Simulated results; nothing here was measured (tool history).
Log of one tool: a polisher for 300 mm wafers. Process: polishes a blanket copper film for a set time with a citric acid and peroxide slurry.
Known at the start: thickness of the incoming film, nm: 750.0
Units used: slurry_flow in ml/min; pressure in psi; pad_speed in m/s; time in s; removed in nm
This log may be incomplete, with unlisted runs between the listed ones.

| run | hour | slurry_flow | pressure | pad_speed | slurry_solids | time | removed |
|---|---|---|---|---|---|---|---|
| 1 | 0.0 | 175 | 2.0 | 0.84 | 1.00 | 51 | 53.705 |
| 2 | 2.9 | 185 | 2.2 | 0.84 | 1.00 | 51 | 60.048 |
| 3 | 3.9 | 185 | 2.5 | 0.84 | 1.00 | 51 | 67.397 |
| 4 | 11.2 | 185 | 2.5 | 0.84 | 1.20 | 51 | 70.184 |
| 5 | 14.3 | 185 | 2.5 | 0.84 | 1.05 | 51 | 68.712 |
| 6 | 20.9 | 195 | 2.6 | 0.84 | 1.05 | 51 | 72.240 |
| 7 | 22.0 | 205 | 2.7 | 0.84 | 1.05 | 51 | 74.977 |
| 8 | 28.7 | 205 | 2.8 | 0.84 | 1.05 | 51 | 77.507 |

Run 9 comes next. What will it give?
| 9 | 37.7 | 205 | 2.9 | 0.84 | 1.05 | 51 | ? |

{"run 9": {"removed": 80.722}}
